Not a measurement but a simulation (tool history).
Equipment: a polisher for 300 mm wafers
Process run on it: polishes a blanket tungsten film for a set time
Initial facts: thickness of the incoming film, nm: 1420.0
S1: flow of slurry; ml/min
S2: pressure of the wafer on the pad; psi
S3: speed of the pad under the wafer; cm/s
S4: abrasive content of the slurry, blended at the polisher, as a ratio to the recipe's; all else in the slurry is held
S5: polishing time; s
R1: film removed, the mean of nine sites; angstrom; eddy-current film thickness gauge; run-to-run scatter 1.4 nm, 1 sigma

Run 1, hour 0: S1 175 ml/min, S2 2.8 psi, S3 132 cm/s, S4 1, S5 51 s. Result: R1 2477.2 angstrom.
Run 2, hour 3.2: S1 175 ml/min, S2 3.1 psi, S3 132 cm/s, S4 1, S5 51 s. Result: R1 2734.3 angstrom.
Run 3, hour 7.5: S1 170 ml/min, S2 2.8 psi, S3 132 cm/s, S4 1, S5 51 s. Result: R1 2466.8 angstrom.
Run 4, hour 13.4: S1 165 ml/min, S2 2.6 psi, S3 132 cm/s, S4 1, S5 51 s. Result: R1 2276.4 angstrom.
At hour 21.9: worn pad replaced by a new one.
Run 5, hour 21.9: S1 165 ml/min, S2 2.6 psi, S3 132 cm/s, S4 0.8, S5 51 s. Result: R1 2430.8 angstrom.
Run 6, hour 27.4: S1 165 ml/min, S2 2.4 psi, S3 132 cm/s, S4 0.8, S5 51 s. Result: R1 2228.6 angstrom.
Run 7, hour 27.9: S1 165 ml/min, S2 2.3 psi, S3 132 cm/s, S4 0.8, S5 51 s. Result: R1 2143.5 angstrom.
Run 8, hour 29.1: S1 165 ml/min, S2 2.2 psi, S3 132 cm/s, S4 0.8, S5 51 s. Result: R1 2084.5 angstrom.
Run 9, hour 36.3: S1 165 ml/min, S2 2.1 psi, S3 132 cm/s, S4 0.8, S5 51 s. Result: R1 1975.8 angstrom.

For run 10, what comes out?
Run 10, hour 39.3: S1 165 ml/min, S2 2 psi, S3 132 cm/s, S4 0.8, S5 51 s. Result: R1 ?.

{"run 10": {"R1": 1904.7}}

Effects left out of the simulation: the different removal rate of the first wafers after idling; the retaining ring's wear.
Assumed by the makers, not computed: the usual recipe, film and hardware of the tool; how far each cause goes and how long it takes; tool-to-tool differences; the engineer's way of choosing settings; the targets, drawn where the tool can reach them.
